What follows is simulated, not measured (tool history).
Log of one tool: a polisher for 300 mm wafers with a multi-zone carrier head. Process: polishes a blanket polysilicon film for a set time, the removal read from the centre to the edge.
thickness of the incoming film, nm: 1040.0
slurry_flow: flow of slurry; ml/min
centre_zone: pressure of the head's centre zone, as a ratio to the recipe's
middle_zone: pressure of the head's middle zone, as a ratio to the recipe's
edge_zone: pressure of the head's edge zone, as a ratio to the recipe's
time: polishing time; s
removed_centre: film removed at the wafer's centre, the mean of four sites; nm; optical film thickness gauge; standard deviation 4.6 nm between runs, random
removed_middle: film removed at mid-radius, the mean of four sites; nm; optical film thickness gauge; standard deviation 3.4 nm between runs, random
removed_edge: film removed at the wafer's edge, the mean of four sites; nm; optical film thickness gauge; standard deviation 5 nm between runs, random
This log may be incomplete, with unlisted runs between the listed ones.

{"run": 1, "hour": 0.0, "slurry_flow": 180, "centre_zone": 1.0, "middle_zone": 1.0, "edge_zone": 1.0, "time": 52, "removed_centre": 307.1, "removed_middle": 324.05, "removed_edge": 339.55}
{"run": 2, "hour": 4.2, "slurry_flow": 180, "centre_zone": 1.0, "middle_zone": 0.97, "edge_zone": 1.0, "time": 52, "removed_centre": 305.7, "removed_middle": 318.48, "removed_edge": 341.19}
{"run": 3, "hour": 9.5, "slurry_flow": 180, "centre_zone": 0.94, "middle_zone": 0.97, "edge_zone": 1.0, "time": 52, "removed_centre": 287.8, "removed_middle": 313.68, "removed_edge": 337.13}
{"run": 4, "hour": 13.2, "slurry_flow": 190, "centre_zone": 0.99, "middle_zone": 0.97, "edge_zone": 1.0, "time": 53, "removed_centre": 314.48, "removed_middle": 322.18, "removed_edge": 351.93}
{"run": 5, "hour": 20.1, "slurry_flow": 200, "centre_zone": 1.02, "middle_zone": 0.98, "edge_zone": 1.0, "time": 53, "removed_centre": 320.71, "removed_middle": 338.36, "removed_edge": 348.8}
{"run": 6, "hour": 27.5, "slurry_flow": 200, "centre_zone": 1.02, "middle_zone": 1.05, "edge_zone": 1.0, "time": 53, "removed_centre": 329.27, "removed_middle": 350.58, "removed_edge": 350.4}
{"run": 7, "hour": 31.6, "slurry_flow": 250, "centre_zone": 1.12, "middle_zone": 0.95, "edge_zone": 1.08, "time": 56, "removed_centre": 393.5, "removed_middle": 347.78, "removed_edge": 399.25}
{"run": 8, "hour": 36.7, "slurry_flow": 250, "centre_zone": 1.12, "middle_zone": 0.95, "edge_zone": 1.08, "time": 56, "removed_centre": 399.71, "removed_middle": 349.34, "removed_edge": 395.01}
{"run": 9, "hour": 38.0, "slurry_flow": 255, "centre_zone": 1.13, "middle_zone": 0.96, "edge_zone": 1.07, "time": 56, "removed_centre": 400.14, "removed_middle": 357.47, "removed_edge": 397.28}
{"run": 10, "hour": 43.0, "slurry_flow": 260, "centre_zone": 1.14, "middle_zone": 0.96, "edge_zone": 1.06, "time": 56, "removed_centre": 396.37, "removed_middle": 356.05, "removed_edge": 387.36}
{"run": 11, "hour": 44.4, "slurry_flow": 260, "centre_zone": 1.15, "middle_zone": 0.96, "edge_zone": 1.06, "time": 56, "removed_centre": 403.13, "removed_middle": 358.34, "removed_edge": 392.03}

Estimate the outcome of run 12 from the log above:
{"run": 12, "hour": 52.3, "slurry_flow": 265, "centre_zone": 1.16, "middle_zone": 0.95, "edge_zone": 1.05, "time": 56, "removed_centre": "?", "removed_middle": "?", "removed_edge": "?"}

removed_centre: 404.46 nm
removed_middle: 356.20 nm
removed_edge: 387.93 nm
